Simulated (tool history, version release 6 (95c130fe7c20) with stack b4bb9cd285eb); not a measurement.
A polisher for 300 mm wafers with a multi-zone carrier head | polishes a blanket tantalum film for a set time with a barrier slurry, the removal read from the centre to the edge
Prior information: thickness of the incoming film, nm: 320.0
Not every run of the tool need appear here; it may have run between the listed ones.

run	day	flow of slurry (ml/min)	pressure of the head's centre zone	pressure of the head's middle zone	pressure of the head's edge zone	abrasive content of the slurry	polishing time (s)	film removed at the wafer's centre (angstrom)	film removed at mid-radius (angstrom)	film removed at the wafer's edge (angstrom)
1	0	140	1	1	1	1	73	927.97	902.12	883.13
2	0.321	140	1	0.96	1	1	73	915.12	869.03	911.25
3	0.679	115	1	0.96	1	1	73	869.22	844.38	888.08
4	0.971	115	1	0.96	1.03	1	73	872.7	845.38	891.21
5	1.317	95	1	0.96	1.03	1	73	833.84	816.13	865.78
6	1.454	105	1.01	0.98	1.03	1.05	75	897.35	906.19	911.38
7	1.567	115	1.03	0.98	1.04	1.1	76	959.23	909.51	975.55

For run 8, what comes out?
8	1.733	120	1.04	1	1.03	1.15	77	?	?	?

{"run 8": {"film removed at the wafer's centre (angstrom)": 1031.1, "film removed at mid-radius (angstrom)": 981.08, "film removed at the wafer's edge (angstrom)": 991.71}}

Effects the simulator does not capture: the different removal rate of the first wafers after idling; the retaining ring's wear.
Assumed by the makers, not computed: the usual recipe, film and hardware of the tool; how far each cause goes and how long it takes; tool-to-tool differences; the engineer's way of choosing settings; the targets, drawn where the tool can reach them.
